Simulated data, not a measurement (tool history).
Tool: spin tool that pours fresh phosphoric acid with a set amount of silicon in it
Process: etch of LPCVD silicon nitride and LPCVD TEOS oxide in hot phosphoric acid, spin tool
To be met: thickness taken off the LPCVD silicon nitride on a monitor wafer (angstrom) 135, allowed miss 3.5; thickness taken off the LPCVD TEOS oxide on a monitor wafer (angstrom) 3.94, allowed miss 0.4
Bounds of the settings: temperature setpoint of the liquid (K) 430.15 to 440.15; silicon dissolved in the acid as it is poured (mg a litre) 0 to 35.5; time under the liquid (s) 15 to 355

run,hour,temperature setpoint of the liquid (K),silicon dissolved in the acid as it is poured (mg a litre),time under the liquid (s),thickness taken off the LPCVD silicon nitride on a monitor wafer (angstrom),thickness taken off the LPCVD TEOS oxide on a monitor wafer (angstrom)
1,0,435.15,15.5,180,179.14,7.2071
2,2.4,435.15,15.5,100,99.09,4.1717
3,10.2,433.15,15.5,100,92.775,3.6303
4,11.5,433.15,21.5,100,92.635,2.9225
5,12.1,434.65,24,105,103.86,3.1123
6,18.1,433.15,24,105,98.045,2.6573
7,23,434.65,25.5,110,108.02,3.1479
8,27.2,435.65,27,110,111.06,3.0517
9,36,436.65,27.5,115,119.84,3.4034
10,41.3,437.15,28,115,122.17,3.5035
11,45.2,437.65,28.5,115,122.91,3.5406
# hour 52.3: dissolved silicon flow meter replaced
12,52.3,438.15,29,115,126.04,4.0068
13,57.7,438.15,30,115,126.77,3.6559
14,66.3,438.65,30.5,115,127.89,3.6378

4 next moves are on the table. One of them brings every result within its allowed miss. Which?
A,74.9,440.15,26,120,?,?
B,74.9,439.15,32,120,?,?
C,74.9,438.65,22.5,120,?,?
D,74.9,439.15,27.5,125,?,?

move,thickness taken off the LPCVD silicon nitride on a monitor wafer (angstrom),thickness taken off the LPCVD TEOS oxide on a monitor wafer (angstrom)
A,140.21,5.1445
B,135.71,3.797
C,133.51,5.1751
D,141.36,4.729
A: takes the result that was furthest off past its target
B: meets every target
C: brings the result that was furthest off to its target, and leaves another outside
D: takes the result that was furthest off past its target
Answer: B
